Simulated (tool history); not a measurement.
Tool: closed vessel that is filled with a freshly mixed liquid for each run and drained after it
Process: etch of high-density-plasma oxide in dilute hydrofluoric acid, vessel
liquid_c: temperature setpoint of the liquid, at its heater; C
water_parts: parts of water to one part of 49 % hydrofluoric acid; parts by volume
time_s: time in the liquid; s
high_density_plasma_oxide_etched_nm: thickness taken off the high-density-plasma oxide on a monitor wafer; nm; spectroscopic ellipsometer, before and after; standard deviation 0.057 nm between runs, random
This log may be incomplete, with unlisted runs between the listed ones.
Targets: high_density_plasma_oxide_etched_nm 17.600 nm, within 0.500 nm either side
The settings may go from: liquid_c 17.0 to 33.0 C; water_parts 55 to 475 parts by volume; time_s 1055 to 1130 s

run  hour  liquid_c  water_parts  time_s  high_density_plasma_oxide_etched_nm
  1   0.0      25.0          265    1055                               20.799
  2   2.6      25.0          265    1130                               22.131
  3   5.6      23.5          265    1130                               20.986
  4  10.6      22.5          265    1130                               20.171
  5  12.5      21.5          265    1130                               19.585
  6  17.5      21.5          325    1130                               15.053
  7  20.1      22.5          325    1130                               15.668
  8  26.8      23.5          325    1130                               16.203
  9  32.2      24.0          325    1130                               16.588
 10  38.7      24.5          325    1130                               16.737
 11  42.6      24.5          325    1130                               16.811

Pick the move, out of 5, that brings all results within their allowed miss; only one does.
  A  46.5      24.0          340    1130                                    ?
  B  46.5      24.0          310    1130                                    ?
  C  46.5      26.5          340    1055                                    ?
  D  46.5      25.0          340    1130                                    ?
  E  46.5      23.5          320    1070                                    ?

move  high_density_plasma_oxide_etched_nm
   A                               15.520
   B                               17.514
   C                               15.751
   D                               16.052
   E                               15.641
A: lands further from the targets than the last run did
B: all results land within tolerance of their targets
C: lands further from the targets than the last run did
D: lands further from the targets than the last run did
E: lands further from the targets than the last run did
The right move is B.
